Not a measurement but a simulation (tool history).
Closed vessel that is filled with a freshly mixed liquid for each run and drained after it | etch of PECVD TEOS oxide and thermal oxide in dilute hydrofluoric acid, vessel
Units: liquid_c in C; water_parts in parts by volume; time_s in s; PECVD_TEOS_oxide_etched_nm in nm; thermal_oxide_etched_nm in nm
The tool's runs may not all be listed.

| run | hour | liquid_c | water_parts | time_s | PECVD_TEOS_oxide_etched_nm | thermal_oxide_etched_nm |
|---|---|---|---|---|---|---|
| 1 | 0.0 | 26.0 | 100 | 95 | 10.8200 | 4.5803 |
| 2 | 1.3 | 29.5 | 100 | 95 | 12.3470 | 5.2277 |
| 3 | 10.1 | 29.5 | 130 | 95 | 9.0737 | 3.8860 |
| 4 | 12.8 | 31.0 | 120 | 95 | 10.5380 | 4.5010 |
| 5 | 14.3 | 32.0 | 115 | 95 | 11.5130 | 4.9827 |
| 6 | 19.3 | 29.0 | 115 | 95 | 10.3070 | 4.3291 |

The next listed run, before its measurement:
| 7 | 21.1 | 30.5 | 110 | 95 | ? | ? |

PECVD_TEOS_oxide_etched_nm: 11.5030 nm
thermal_oxide_etched_nm: 4.9632 nm

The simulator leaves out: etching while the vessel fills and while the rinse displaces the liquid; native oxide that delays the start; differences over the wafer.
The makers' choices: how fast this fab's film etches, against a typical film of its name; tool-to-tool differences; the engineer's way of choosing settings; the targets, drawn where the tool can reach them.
